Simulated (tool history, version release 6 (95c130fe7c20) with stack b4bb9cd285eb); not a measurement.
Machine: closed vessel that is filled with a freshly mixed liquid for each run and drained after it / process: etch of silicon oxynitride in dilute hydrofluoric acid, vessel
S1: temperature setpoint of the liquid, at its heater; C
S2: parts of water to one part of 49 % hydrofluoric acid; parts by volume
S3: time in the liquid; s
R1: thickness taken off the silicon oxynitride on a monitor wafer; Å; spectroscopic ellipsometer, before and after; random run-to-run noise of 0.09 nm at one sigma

run 1 day=0 | S1=25 S2=260 S3=885 | R1=72.066
run 2 day=0.208 | S1=22 S2=260 S3=885 | R1=62.882
run 3 day=0.358 | S1=22 S2=260 S3=885 | R1=63.093
run 4 day=0.704 | S1=22 S2=210 S3=885 | R1=81.198
run 5 day=0.883 | S1=23.5 S2=210 S3=885 | R1=86.768
run 6 day=1.05 | S1=21 S2=210 S3=885 | R1=77.691
run 7 day=1.246 | S1=23.5 S2=190 S3=885 | R1=97.044
run 8 day=1.308 | S1=25.5 S2=175 S3=885 | R1=115.73
run 9 day=1.608 | S1=27 S2=165 S3=885 | R1=131.75
run 10 day=1.942 | S1=28 S2=160 S3=885 | R1=144.32
run 11 day=2.288 | S1=29 S2=155 S3=885 | R1=154.55

Run 12 comes next. What will it give?
run 12 day=2.471 | S1=30 S2=150 S3=885 | R1=?

R1: 169.56 Å
